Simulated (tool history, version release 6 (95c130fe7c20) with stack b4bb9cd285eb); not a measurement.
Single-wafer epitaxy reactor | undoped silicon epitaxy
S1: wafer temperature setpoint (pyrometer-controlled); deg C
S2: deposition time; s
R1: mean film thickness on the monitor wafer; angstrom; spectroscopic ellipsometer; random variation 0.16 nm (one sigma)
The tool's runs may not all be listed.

run	hour	S1	S2	R1
1	0	665	243	476.46
2	6.9	661	243	430.44
3	8.5	658	243	400.13
4	17.1	651	243	335.04
5	22.2	651	260	361.02
6	28.2	659	260	436.54
7	32.4	656	260	408.93
8	37.5	654	260	388.02
9	43.5	653	260	379.85
10	44.7	652	260	369.17

The next listed run, before its measurement:
11	53.4	651	260	?

Run 11 gave R1 360 angstrom.
